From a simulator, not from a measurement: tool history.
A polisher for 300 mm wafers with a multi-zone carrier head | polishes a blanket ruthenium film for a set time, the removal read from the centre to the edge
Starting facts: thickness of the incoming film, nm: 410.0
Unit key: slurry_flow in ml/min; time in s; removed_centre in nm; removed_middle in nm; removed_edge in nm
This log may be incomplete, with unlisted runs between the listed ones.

| run | day | slurry_flow | centre_zone | middle_zone | edge_zone | time | removed_centre | removed_middle | removed_edge |
|---|---|---|---|---|---|---|---|---|---|
| 1 | 0 | 210 | 1 | 1 | 1 | 57 | 71.085 | 69.532 | 65.019 |
| 2 | 0.188 | 210 | 1 | 1 | 1.07 | 57 | 70.978 | 67.646 | 67.574 |
| 3 | 0.45 | 210 | 1 | 1 | 1.11 | 57 | 69.956 | 67.938 | 69.789 |
| 4 | 0.508 | 210 | 1 | 1 | 1.11 | 71 | 88.567 | 83.885 | 87.755 |
| 5 | 0.725 | 195 | 0.98 | 0.94 | 1.11 | 61 | 73.178 | 68.949 | 73.112 |
| 6 | 0.862 | 215 | 0.98 | 0.94 | 1.11 | 61 | 74.461 | 70.806 | 73.387 |
|  | 0.971 | edge zone pressure recalibrated |
| 7 | 0.971 | 215 | 0.98 | 0.94 | 1.11 | 61 | 74.429 | 69.268 | 78.068 |
| 8 | 1.1 | 195 | 0.98 | 0.9 | 1.12 | 54 | 64.425 | 59.517 | 69.399 |
| 9 | 1.471 | 180 | 0.99 | 0.88 | 1.08 | 49 | 58.019 | 53.164 | 61.208 |
| 10 | 1.521 | 170 | 1 | 0.86 | 1.06 | 47 | 56.261 | 49.736 | 57.12 |

Predict the results of run 11:
| 11 | 1.629 | 160 | 0.99 | 0.84 | 1.05 | 46 | ? | ? | ? |

removed_centre: 53.744 nm
removed_middle: 46.943 nm
removed_edge: 55.164 nm
